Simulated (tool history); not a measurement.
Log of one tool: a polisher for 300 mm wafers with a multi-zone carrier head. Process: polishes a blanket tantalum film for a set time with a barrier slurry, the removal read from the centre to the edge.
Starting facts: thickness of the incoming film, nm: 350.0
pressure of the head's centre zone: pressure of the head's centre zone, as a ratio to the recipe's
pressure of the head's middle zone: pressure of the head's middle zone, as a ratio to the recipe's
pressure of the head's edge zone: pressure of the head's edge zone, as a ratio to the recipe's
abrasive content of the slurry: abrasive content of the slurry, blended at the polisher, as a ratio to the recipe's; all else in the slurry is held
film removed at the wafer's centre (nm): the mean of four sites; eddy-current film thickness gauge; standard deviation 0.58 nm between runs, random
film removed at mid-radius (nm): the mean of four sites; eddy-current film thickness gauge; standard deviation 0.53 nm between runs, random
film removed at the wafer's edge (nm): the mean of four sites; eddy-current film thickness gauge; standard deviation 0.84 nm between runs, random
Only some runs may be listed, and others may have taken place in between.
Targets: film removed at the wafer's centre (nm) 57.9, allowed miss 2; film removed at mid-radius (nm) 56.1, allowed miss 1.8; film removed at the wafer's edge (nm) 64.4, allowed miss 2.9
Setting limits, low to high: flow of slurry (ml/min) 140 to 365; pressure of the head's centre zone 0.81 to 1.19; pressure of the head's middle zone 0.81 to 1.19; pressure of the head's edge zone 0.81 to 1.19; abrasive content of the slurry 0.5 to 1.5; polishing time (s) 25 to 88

run,day,flow of slurry (ml/min),pressure of the head's centre zone,pressure of the head's middle zone,pressure of the head's edge zone,abrasive content of the slurry,polishing time (s),film removed at the wafer's centre (nm),film removed at mid-radius (nm),film removed at the wafer's edge (nm)
1,0,235,1,1,1,1,56,106.04,103.08,108.12
2,0.308,230,0.99,0.98,0.99,0.95,54,96.713,95.928,102.44
3,0.621,230,0.99,0.97,0.98,0.9,52,93.22,92.057,97.034
4,0.983,225,0.99,0.96,0.98,0.85,50,88.794,86.217,91.621
5,1.15,225,1.02,0.96,0.98,0.85,50,91.27,85.301,90.179
6,1.271,225,1.02,1.03,0.98,0.85,50,92.208,92.491,90.877
7,1.433,220,1.01,1.01,0.98,0.8,49,88.208,87.471,89.246
8,1.638,220,1,0.99,0.97,0.75,48,83.38,82.338,82.661
9,1.95,215,0.99,0.97,0.97,0.7,47,79.68,76.905,82.284
10,2.096,215,0.98,0.96,0.96,0.7,46,77.108,74.648,77.461
# day 2.462: edge zone pressure recalibrated
11,2.462,210,0.96,0.95,0.95,0.7,46,75.279,73.888,77.594
12,2.729,205,0.95,0.94,0.94,0.7,46,74.521,74.062,73.493
13,2.904,205,0.94,0.93,0.94,0.7,46,72.543,73.265,76.754
14,3.075,205,0.94,0.92,0.94,0.7,45,71.62,70.334,72.421
15,3.412,165,0.84,0.82,1.02,0.5,43,54.631,54.611,67.334
16,3.712,165,0.84,0.82,1.01,0.5,43,54.506,55.543,66.234
17,3.825,165,0.85,0.82,1.01,0.5,43,54.942,55.417,64.591

Consider the 5 candidate settings below. Which is the only one whose results all fall within their allowed miss of target?
A,3.938,150,0.94,0.81,1.04,0.55,41,?,?,?
B,3.938,170,0.9,0.84,0.99,0.5,43,?,?,?
C,3.938,145,0.85,0.89,1.11,0.65,40,?,?,?
D,3.938,155,0.85,0.85,1.02,0.5,42,?,?,?
E,3.938,155,0.82,0.81,1.15,0.55,42,?,?,?

move,film removed at the wafer's centre (nm),film removed at mid-radius (nm),film removed at the wafer's edge (nm)
A,59.206,51.671,64.528
B,59.206,55.503,65.356
C,54.04,56.423,67.367
D,53.85,54.091,64.18
E,53.111,53.194,69.769
A: gets the furthest-off result to its target, but another result is out of tolerance
B: each result inside its tolerance
C: its largest miss is bigger than the last run's
D: its largest miss is bigger than the last run's
E: its largest miss is bigger than the last run's
Answer: B
